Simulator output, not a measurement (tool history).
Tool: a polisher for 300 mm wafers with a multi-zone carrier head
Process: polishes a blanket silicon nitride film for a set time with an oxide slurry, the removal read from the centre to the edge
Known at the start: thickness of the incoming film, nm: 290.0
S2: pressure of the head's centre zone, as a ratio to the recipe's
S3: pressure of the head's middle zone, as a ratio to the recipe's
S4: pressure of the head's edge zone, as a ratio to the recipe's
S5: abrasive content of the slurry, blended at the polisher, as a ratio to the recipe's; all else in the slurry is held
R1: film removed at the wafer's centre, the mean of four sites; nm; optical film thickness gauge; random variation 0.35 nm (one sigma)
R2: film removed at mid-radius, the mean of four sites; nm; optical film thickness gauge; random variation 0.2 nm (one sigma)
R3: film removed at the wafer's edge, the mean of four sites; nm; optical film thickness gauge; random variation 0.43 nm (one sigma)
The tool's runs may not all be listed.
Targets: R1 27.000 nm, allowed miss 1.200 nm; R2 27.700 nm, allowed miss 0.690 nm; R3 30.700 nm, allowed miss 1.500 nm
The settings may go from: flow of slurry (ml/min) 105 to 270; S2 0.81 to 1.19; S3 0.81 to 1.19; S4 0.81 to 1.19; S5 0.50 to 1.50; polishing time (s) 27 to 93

{"run": 1, "day": 0.0, "flow of slurry (ml/min)": 175, "S2": 1.0, "S3": 1.0, "S4": 1.0, "S5": 1.0, "polishing time (s)": 59, "R1": 40.924, "R2": 40.882, "R3": 40.845}
{"run": 2, "day": 0.254, "flow of slurry (ml/min)": 210, "S2": 1.0, "S3": 1.0, "S4": 1.0, "S5": 1.0, "polishing time (s)": 59, "R1": 41.437, "R2": 41.413, "R3": 41.671}
{"run": 3, "day": 0.562, "flow of slurry (ml/min)": 205, "S2": 0.97, "S3": 0.96, "S4": 0.98, "S5": 0.9, "polishing time (s)": 59, "R1": 39.287, "R2": 38.609, "R3": 39.409}
{"run": 4, "day": 0.879, "flow of slurry (ml/min)": 190, "S2": 0.97, "S3": 0.96, "S4": 0.98, "S5": 0.9, "polishing time (s)": 59, "R1": 38.481, "R2": 38.259, "R3": 39.089}
{"run": 5, "day": 0.967, "flow of slurry (ml/min)": 190, "S2": 0.97, "S3": 0.96, "S4": 0.98, "S5": 0.9, "polishing time (s)": 70, "R1": 45.878, "R2": 45.925, "R3": 46.79}
{"run": 6, "day": 1.196, "flow of slurry (ml/min)": 190, "S2": 0.97, "S3": 0.96, "S4": 0.98, "S5": 0.9, "polishing time (s)": 64, "R1": 42.361, "R2": 41.87, "R3": 42.5}
{"run": 7, "day": 1.546, "flow of slurry (ml/min)": 185, "S2": 0.94, "S3": 0.94, "S4": 0.99, "S5": 0.8, "polishing time (s)": 62, "R1": 37.079, "R2": 37.556, "R3": 39.305}
{"run": 8, "day": 1.846, "flow of slurry (ml/min)": 180, "S2": 0.92, "S3": 0.92, "S4": 0.98, "S5": 0.75, "polishing time (s)": 61, "R1": 33.8, "R2": 35.286, "R3": 37.803}
{"run": 9, "day": 2.183, "flow of slurry (ml/min)": 175, "S2": 0.92, "S3": 0.9, "S4": 0.96, "S5": 0.7, "polishing time (s)": 60, "R1": 33.208, "R2": 33.309, "R3": 35.017}

Which of these 5 next moves meets every target?
{"run": "A", "day": 2.521, "flow of slurry (ml/min)": 160, "S2": 0.81, "S3": 1.17, "S4": 0.93, "S5": 0.75, "polishing time (s)": 58, "R1": "?", "R2": "?", "R3": "?"}
{"run": "B", "day": 2.521, "flow of slurry (ml/min)": 190, "S2": 0.88, "S3": 0.88, "S4": 1.01, "S5": 0.55, "polishing time (s)": 56, "R1": "?", "R2": "?", "R3": "?"}
{"run": "C", "day": 2.521, "flow of slurry (ml/min)": 210, "S2": 0.82, "S3": 0.96, "S4": 0.96, "S5": 0.6, "polishing time (s)": 62, "R1": "?", "R2": "?", "R3": "?"}
{"run": "D", "day": 2.521, "flow of slurry (ml/min)": 175, "S2": 1.0, "S3": 0.85, "S4": 0.81, "S5": 0.6, "polishing time (s)": 80, "R1": "?", "R2": "?", "R3": "?"}
{"run": "E", "day": 2.521, "flow of slurry (ml/min)": 190, "S2": 1.07, "S3": 1.18, "S4": 0.81, "S5": 0.6, "polishing time (s)": 57, "R1": "?", "R2": "?", "R3": "?"}

move=A R1=29.289 R2=38.948 R3=34.745
move=B R1=27.865 R2=27.369 R3=31.454
move=C R1=30.274 R2=34.012 R3=35.575
move=D R1=46.281 R2=39.009 R3=41.713
move=E R1=35.877 R2=36.112 R3=29.880
A: further off than the last run
B: meets every target
C: further off than the last run
D: further off than the last run
E: further off than the last run
The right move is B.
